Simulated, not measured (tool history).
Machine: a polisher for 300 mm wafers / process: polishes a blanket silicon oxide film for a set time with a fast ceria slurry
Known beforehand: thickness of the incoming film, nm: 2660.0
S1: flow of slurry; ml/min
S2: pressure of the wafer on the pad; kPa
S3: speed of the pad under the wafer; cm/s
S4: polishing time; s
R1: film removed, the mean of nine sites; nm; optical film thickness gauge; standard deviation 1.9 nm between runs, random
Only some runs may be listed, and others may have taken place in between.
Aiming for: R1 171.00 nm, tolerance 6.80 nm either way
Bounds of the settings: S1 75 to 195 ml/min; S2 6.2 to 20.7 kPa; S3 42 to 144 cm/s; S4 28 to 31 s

run  hour   S1    S2  S3  S4      R1
  1   0.0  125  13.1  92  31  283.00
  2   7.1  125  13.1  92  28  253.42
  3  13.8  120  11.7  92  28  230.10
  4  17.0  115  11.0  92  28  213.59
  5  21.7  110  10.3  92  28  201.70
  6  27.4  110  10.3  92  28  199.78
  7  31.5  105   9.7  92  28  187.33
  8  32.7  100   9.7  92  28  181.43
     33.7  -- slurry nozzle cleaned
  9  33.7  100   9.7  92  28  198.77
 10  35.3  110   9.7  92  28  206.33

Pick the move, out of 4, that brings all results within their allowed miss; only one does.
  A  36.9  95  11.0  96  29   ?
  B  36.9  85  11.0  76  28   ?
  C  36.9  75  13.1  48  28   ?
  D  36.9  90   8.3  92  29   ?

move      R1
   A  238.11
   B  186.63
   C  153.82
   D  172.47
A: the biggest miss grows against the last run
B: gains on the last run, yet a result remains outside its allowed miss
C: takes the result that was furthest off past its target
D: every result within its allowed miss
Answer: D
